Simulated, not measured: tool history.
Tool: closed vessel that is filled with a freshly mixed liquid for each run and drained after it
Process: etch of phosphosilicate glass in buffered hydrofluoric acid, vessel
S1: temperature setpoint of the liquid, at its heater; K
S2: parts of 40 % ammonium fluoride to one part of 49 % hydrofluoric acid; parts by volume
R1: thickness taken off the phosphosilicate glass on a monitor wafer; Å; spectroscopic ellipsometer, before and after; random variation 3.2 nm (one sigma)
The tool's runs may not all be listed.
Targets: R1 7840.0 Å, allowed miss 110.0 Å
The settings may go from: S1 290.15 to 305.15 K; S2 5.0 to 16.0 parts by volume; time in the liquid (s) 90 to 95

run 1 hour=0.0 | S1=297.15 S2=9.5 time_in_the_liquid_(s)=90 | R1=5123.9
run 2 hour=5.1 | S1=295.65 S2=9.5 time_in_the_liquid_(s)=90 | R1=4700.5
run 3 hour=6.7 | S1=297.15 S2=9.5 time_in_the_liquid_(s)=90 | R1=5071.8
run 4 hour=10.6 | S1=297.15 S2=9.5 time_in_the_liquid_(s)=95 | R1=5348.1
run 5 hour=15.5 | S1=294.15 S2=9.5 time_in_the_liquid_(s)=95 | R1=4598.5
run 6 hour=16.8 | S1=296.15 S2=9.5 time_in_the_liquid_(s)=95 | R1=5057.9
run 7 hour=17.8 | S1=298.15 S2=9.5 time_in_the_liquid_(s)=95 | R1=5666.2
run 8 hour=26.4 | S1=298.15 S2=9.5 time_in_the_liquid_(s)=95 | R1=5664.9
run 9 hour=32.1 | S1=302.15 S2=9.5 time_in_the_liquid_(s)=95 | R1=7023.3
run 10 hour=38.4 | S1=302.65 S2=9.5 time_in_the_liquid_(s)=95 | R1=7234.6
run 11 hour=42.9 | S1=303.15 S2=9.5 time_in_the_liquid_(s)=95 | R1=7409.3
run 12 hour=50.6 | S1=303.15 S2=9.5 time_in_the_liquid_(s)=95 | R1=7430.4
run 13 hour=52.7 | S1=303.15 S2=9.5 time_in_the_liquid_(s)=95 | R1=7389.9
run 14 hour=61.2 | S1=303.65 S2=9.5 time_in_the_liquid_(s)=95 | R1=7569.9
-- hour=68.7 hydrofluoric acid flow meter replaced
run 15 hour=68.7 | S1=304.15 S2=9.5 time_in_the_liquid_(s)=95 | R1=8304.4
run 16 hour=71.9 | S1=303.65 S2=9.5 time_in_the_liquid_(s)=95 | R1=8034.6

5 next moves are on the table. One of them brings every result within its allowed miss. Which?
run A hour=75.1 | S1=304.65 S2=10.0 time_in_the_liquid_(s)=90 | R1=?
run B hour=75.1 | S1=301.65 S2=8.5 time_in_the_liquid_(s)=90 | R1=?
run C hour=75.1 | S1=303.15 S2=8.5 time_in_the_liquid_(s)=90 | R1=?
run D hour=75.1 | S1=302.15 S2=8.0 time_in_the_liquid_(s)=90 | R1=?
run E hour=75.1 | S1=304.15 S2=10.0 time_in_the_liquid_(s)=95 | R1=?

move=A R1=7812.3
move=B R1=7587.9
move=C R1=8211.4
move=D R1=8319.4
move=E R1=8034.6
A: meets every target
B: takes the result that was furthest off past its target
C: further off than the last run
D: further off than the last run
E: as far off as the last run
The right move is A.

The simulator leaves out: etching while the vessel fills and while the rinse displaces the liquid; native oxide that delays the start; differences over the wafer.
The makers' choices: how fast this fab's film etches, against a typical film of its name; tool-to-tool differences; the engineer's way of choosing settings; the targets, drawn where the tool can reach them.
